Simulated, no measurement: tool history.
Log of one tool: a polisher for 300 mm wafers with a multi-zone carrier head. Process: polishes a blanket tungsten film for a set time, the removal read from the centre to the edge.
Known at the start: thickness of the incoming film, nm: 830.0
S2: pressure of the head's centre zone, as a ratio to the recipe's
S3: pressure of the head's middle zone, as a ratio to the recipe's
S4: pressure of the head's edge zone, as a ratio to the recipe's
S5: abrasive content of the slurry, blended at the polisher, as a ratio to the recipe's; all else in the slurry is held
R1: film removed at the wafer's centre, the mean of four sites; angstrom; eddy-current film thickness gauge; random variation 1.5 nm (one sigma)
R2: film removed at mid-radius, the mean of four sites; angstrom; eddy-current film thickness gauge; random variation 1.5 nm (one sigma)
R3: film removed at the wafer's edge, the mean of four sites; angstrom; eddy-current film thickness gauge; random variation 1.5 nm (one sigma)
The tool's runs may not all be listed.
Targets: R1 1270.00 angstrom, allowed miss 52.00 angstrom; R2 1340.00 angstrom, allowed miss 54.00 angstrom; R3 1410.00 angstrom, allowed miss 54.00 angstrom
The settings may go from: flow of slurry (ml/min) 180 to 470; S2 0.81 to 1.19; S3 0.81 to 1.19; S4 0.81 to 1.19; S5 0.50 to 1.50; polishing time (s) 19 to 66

Run 1, hour 0.0: flow of slurry (ml/min) 300, S2 1.00, S3 1.00, S4 1.00, S5 1.00, polishing time (s) 42. Result: R1 1024.30 angstrom, R2 1073.00 angstrom, R3 968.31 angstrom.
Run 2, hour 7.0: flow of slurry (ml/min) 300, S2 1.00, S3 0.92, S4 1.00, S5 1.00, polishing time (s) 42. Result: R1 1030.30 angstrom, R2 1014.70 angstrom, R3 1000.70 angstrom.
Run 3, hour 11.5: flow of slurry (ml/min) 300, S2 1.00, S3 0.92, S4 1.00, S5 1.00, polishing time (s) 36. Result: R1 893.42 angstrom, R2 878.03 angstrom, R3 864.11 angstrom.
Run 4, hour 15.2: flow of slurry (ml/min) 300, S2 0.98, S3 0.92, S4 1.04, S5 1.15, polishing time (s) 40. Result: R1 994.84 angstrom, R2 998.54 angstrom, R3 996.30 angstrom.
Run 5, hour 16.4: flow of slurry (ml/min) 300, S2 0.91, S3 0.92, S4 1.04, S5 1.15, polishing time (s) 40. Result: R1 926.13 angstrom, R2 993.79 angstrom, R3 994.84 angstrom.
Run 6, hour 21.0: flow of slurry (ml/min) 300, S2 0.91, S3 0.91, S4 1.07, S5 1.25, polishing time (s) 43. Result: R1 1005.10 angstrom, R2 1050.60 angstrom, R3 1102.30 angstrom.
Run 7, hour 26.1: flow of slurry (ml/min) 300, S2 0.91, S3 0.91, S4 1.07, S5 1.25, polishing time (s) 43. Result: R1 1007.40 angstrom, R2 1066.50 angstrom, R3 1095.30 angstrom.
Run 8, hour 32.9: flow of slurry (ml/min) 300, S2 0.91, S3 0.91, S4 1.09, S5 1.35, polishing time (s) 46. Result: R1 1072.00 angstrom, R2 1165.90 angstrom, R3 1217.80 angstrom.
Run 9, hour 40.7: flow of slurry (ml/min) 300, S2 0.91, S3 0.91, S4 1.09, S5 1.35, polishing time (s) 46. Result: R1 1102.90 angstrom, R2 1190.40 angstrom, R3 1195.60 angstrom.
Run 10, hour 47.1: flow of slurry (ml/min) 300, S2 0.91, S3 0.91, S4 1.09, S5 1.35, polishing time (s) 46. Result: R1 1085.80 angstrom, R2 1180.80 angstrom, R3 1202.70 angstrom.
Run 11, hour 54.0: flow of slurry (ml/min) 300, S2 0.91, S3 0.91, S4 1.09, S5 1.35, polishing time (s) 46. Result: R1 1098.00 angstrom, R2 1159.60 angstrom, R3 1212.80 angstrom.
Run 12, hour 59.7: flow of slurry (ml/min) 305, S2 0.92, S3 0.92, S4 1.11, S5 1.40, polishing time (s) 47. Result: R1 1149.40 angstrom, R2 1208.70 angstrom, R3 1260.00 angstrom.
Run 13, hour 65.7: flow of slurry (ml/min) 310, S2 0.92, S3 0.93, S4 1.13, S5 1.45, polishing time (s) 48. Result: R1 1163.30 angstrom, R2 1248.40 angstrom, R3 1292.40 angstrom.
At hour 67.6: edge zone pressure recalibrated.
Run 14, hour 67.6: flow of slurry (ml/min) 310, S2 0.92, S3 0.93, S4 1.13, S5 1.45, polishing time (s) 49. Result: R1 1200.70 angstrom, R2 1273.40 angstrom, R3 1403.90 angstrom.
Run 15, hour 71.7: flow of slurry (ml/min) 310, S2 0.93, S3 0.94, S4 1.12, S5 1.45, polishing time (s) 49. Result: R1 1182.90 angstrom, R2 1292.70 angstrom, R3 1380.60 angstrom.

Which of these 4 next moves meets every target?
Run A, hour 75.8: flow of slurry (ml/min) 335, S2 0.83, S3 0.92, S4 1.08, S5 1.50, polishing time (s) 49. Result: R1 ?, R2 ?, R3 ?.
Run B, hour 75.8: flow of slurry (ml/min) 295, S2 0.87, S3 1.08, S4 1.19, S5 1.50, polishing time (s) 49. Result: R1 ?, R2 ?, R3 ?.
Run C, hour 75.8: flow of slurry (ml/min) 180, S2 0.91, S3 0.88, S4 0.93, S5 1.40, polishing time (s) 56. Result: R1 ?, R2 ?, R3 ?.
Run D, hour 75.8: flow of slurry (ml/min) 325, S2 1.00, S3 0.88, S4 1.18, S5 1.35, polishing time (s) 47. Result: R1 ?, R2 ?, R3 ?.

move       R1       R2       R3
   A  1096.60  1274.80  1388.70
   B  1138.50  1409.50  1439.50
   C  1273.10  1317.10  1404.50
   D  1237.30  1156.40  1355.00
A: further off than the last run
B: further off than the last run
C: meets every target
D: brings the result that was furthest off to its target, and leaves another outside
Move C is the one to make.

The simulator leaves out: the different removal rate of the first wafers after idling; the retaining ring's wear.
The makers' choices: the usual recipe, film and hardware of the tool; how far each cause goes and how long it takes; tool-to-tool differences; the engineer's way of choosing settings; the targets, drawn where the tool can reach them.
